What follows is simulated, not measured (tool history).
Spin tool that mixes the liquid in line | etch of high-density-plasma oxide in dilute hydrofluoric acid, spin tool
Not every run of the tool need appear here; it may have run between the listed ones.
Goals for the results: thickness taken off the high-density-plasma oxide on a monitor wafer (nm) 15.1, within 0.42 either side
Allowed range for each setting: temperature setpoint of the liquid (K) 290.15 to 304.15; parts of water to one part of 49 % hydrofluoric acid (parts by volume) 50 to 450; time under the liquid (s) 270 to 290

run,hour,temperature setpoint of the liquid (K),parts of water to one part of 49 % hydrofluoric acid (parts by volume),time under the liquid (s),thickness taken off the high-density-plasma oxide on a monitor wafer (nm)
1,0,296.15,250,270,7.9315
2,6.1,296.15,250,270,8.0653
3,13.7,297.65,235,270,9.0253
4,14.2,301.15,235,270,10.436
5,16.7,301.15,155,270,17.449
# hour 21.7: hydrofluoric acid flow meter replaced
6,21.7,301.15,155,290,17.055
7,29.8,300.65,155,290,17.122
8,30.4,300.15,155,290,16.541
9,38.5,299.65,155,290,16.28

Exercise: of the 5 proposed moves below, exactly one satisfies all targets within the stated allowed misses. Which move is it?
A,46.6,299.65,135,275,?
B,46.6,300.15,180,290,?
C,46.6,302.65,180,290,?
D,46.6,303.65,195,290,?
E,46.6,297.15,145,290,?

move,thickness taken off the high-density-plasma oxide on a monitor wafer (nm)
A,18.188
B,13.879
C,15.178
D,14.239
E,16.046
A: lands further from the targets than the last run did
B: takes the result that was furthest off past its target
C: every result lands within tolerance
D: takes the result that was furthest off past its target
E: better than the last run, though not everything is in spec
The move that meets every target is C.
